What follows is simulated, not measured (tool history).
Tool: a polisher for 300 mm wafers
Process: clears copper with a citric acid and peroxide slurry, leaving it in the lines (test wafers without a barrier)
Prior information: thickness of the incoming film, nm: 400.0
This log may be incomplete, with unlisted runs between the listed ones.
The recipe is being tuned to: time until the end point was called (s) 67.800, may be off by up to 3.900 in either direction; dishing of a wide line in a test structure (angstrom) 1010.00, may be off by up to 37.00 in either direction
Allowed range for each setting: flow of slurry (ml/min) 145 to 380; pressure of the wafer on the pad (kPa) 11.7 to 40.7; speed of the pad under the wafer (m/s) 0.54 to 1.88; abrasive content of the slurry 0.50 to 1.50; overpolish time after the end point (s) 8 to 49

run	hour	flow of slurry (ml/min)	pressure of the wafer on the pad (kPa)	speed of the pad under the wafer (m/s)	abrasive content of the slurry	overpolish time after the end point (s)	time until the end point was called (s)	dishing of a wide line in a test structure (angstrom)
1	0.0	245	26.2	1.20	1.00	25	117.950	581.38
2	8.7	245	26.2	1.20	1.00	15	117.950	376.06
3	12.4	210	26.2	1.20	1.00	15	116.430	374.87
4	14.4	215	27.6	1.28	1.00	18	104.750	493.86
5	21.1	215	24.1	1.28	1.00	18	119.810	429.36
# hour 26.6: worn pad replaced by a new one
6	26.6	215	26.2	1.34	1.00	20	95.242	556.60
7	27.4	215	27.6	1.34	1.00	21	92.564	591.41
8	35.2	215	29.0	1.34	1.00	22	88.606	654.31

Next run, 5 choices. One meets every target within its allowed miss, the rest don't. Which?
A	43.0	205	33.1	1.74	0.95	27	?	?
B	43.0	225	31.7	1.52	1.30	34	?	?
C	43.0	210	37.9	1.62	1.00	25	?	?
D	43.0	275	24.1	1.74	1.00	12	?	?
E	43.0	145	33.8	1.58	0.95	30	?	?

move	time until the end point was called (s)	dishing of a wide line in a test structure (angstrom)
A	62.468	991.66
B	69.344	1072.10
C	57.932	1001.80
D	82.112	417.69
E	69.647	991.40
A: gets the furthest-off result to its target, but another result is out of tolerance
B: moves the result that the last run missed by most past its target, out the other side
C: gets the furthest-off result to its target, but another result is out of tolerance
D: lands further from the targets than the last run did
E: all results in spec
Move E is the one to make.
